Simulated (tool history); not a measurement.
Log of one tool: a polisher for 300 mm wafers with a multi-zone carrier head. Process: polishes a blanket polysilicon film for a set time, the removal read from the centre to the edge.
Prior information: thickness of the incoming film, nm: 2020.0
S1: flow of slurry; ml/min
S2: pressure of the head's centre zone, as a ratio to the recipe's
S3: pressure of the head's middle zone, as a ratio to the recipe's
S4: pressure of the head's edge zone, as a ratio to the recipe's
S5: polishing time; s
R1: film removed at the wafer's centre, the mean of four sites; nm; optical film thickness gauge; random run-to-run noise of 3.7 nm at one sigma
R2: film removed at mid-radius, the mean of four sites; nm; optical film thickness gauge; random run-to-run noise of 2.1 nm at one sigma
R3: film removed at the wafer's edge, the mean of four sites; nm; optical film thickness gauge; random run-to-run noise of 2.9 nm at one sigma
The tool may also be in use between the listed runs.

{"run": 1, "hour": 0.0, "S1": 290, "S2": 1.0, "S3": 1.0, "S4": 1.0, "S5": 58, "R1": 362.17, "R2": 366.23, "R3": 366.5}
{"run": 2, "hour": 5.7, "S1": 315, "S2": 1.0, "S3": 1.0, "S4": 1.0, "S5": 58, "R1": 370.86, "R2": 373.19, "R3": 373.58}
{"run": 3, "hour": 12.7, "S1": 315, "S2": 1.0, "S3": 0.97, "S4": 1.0, "S5": 58, "R1": 367.19, "R2": 365.74, "R3": 370.39}
{"run": 4, "hour": 15.8, "S1": 310, "S2": 1.0, "S3": 0.98, "S4": 0.97, "S5": 57, "R1": 366.52, "R2": 360.34, "R3": 363.4}
{"run": 5, "hour": 23.2, "S1": 300, "S2": 1.0, "S3": 1.0, "S4": 0.95, "S5": 56, "R1": 354.17, "R2": 360.92, "R3": 341.27}
{"run": 6, "hour": 28.7, "S1": 300, "S2": 1.0, "S3": 1.0, "S4": 1.03, "S5": 56, "R1": 354.43, "R2": 361.59, "R3": 362.81}
{"run": 7, "hour": 29.7, "S1": 290, "S2": 1.0, "S3": 1.0, "S4": 1.0, "S5": 56, "R1": 357.01, "R2": 359.95, "R3": 355.27}
{"run": 8, "hour": 34.8, "S1": 265, "S2": 0.93, "S3": 0.99, "S4": 0.9, "S5": 50, "R1": 294.98, "R2": 313.01, "R3": 300.21}
{"run": 9, "hour": 35.4, "S1": 270, "S2": 0.94, "S3": 0.99, "S4": 0.9, "S5": 50, "R1": 302.38, "R2": 314.53, "R3": 301.74}
{"run": 10, "hour": 42.3, "S1": 275, "S2": 0.94, "S3": 0.99, "S4": 0.89, "S5": 50, "R1": 295.62, "R2": 316.09, "R3": 301.2}

Run 11 has not been measured yet. What should we expect?
{"run": 11, "hour": 46.7, "S1": 275, "S2": 0.95, "S3": 0.99, "S4": 0.89, "S5": 50, "R1": "?", "R2": "?", "R3": "?"}

{"run 11": {"R1": 300.22, "R2": 317.15, "R3": 299.16}}
